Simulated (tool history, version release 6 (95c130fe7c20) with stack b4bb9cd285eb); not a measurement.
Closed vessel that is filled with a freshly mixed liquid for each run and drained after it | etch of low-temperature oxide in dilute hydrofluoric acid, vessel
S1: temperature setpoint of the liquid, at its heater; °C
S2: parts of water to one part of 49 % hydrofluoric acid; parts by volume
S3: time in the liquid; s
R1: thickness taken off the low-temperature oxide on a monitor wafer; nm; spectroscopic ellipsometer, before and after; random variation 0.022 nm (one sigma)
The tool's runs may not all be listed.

run	day	S1	S2	S3	R1
1	0.000	22.0	275	120	3.1262
2	0.271	23.5	275	120	3.2850
3	0.325	20.0	275	120	2.8834
4	0.642	21.5	270	120	3.1189
5	0.921	23.0	265	120	3.3758
6	1.188	24.0	260	120	3.5413
7	1.379	24.0	260	120	3.5305
8	1.708	25.0	255	120	3.7787
9	1.804	25.5	250	120	3.9593
10	2.125	26.0	250	120	4.0277

Forecast run 11:
11	2.258	26.5	250	120	?

R1: 4.0967 nm
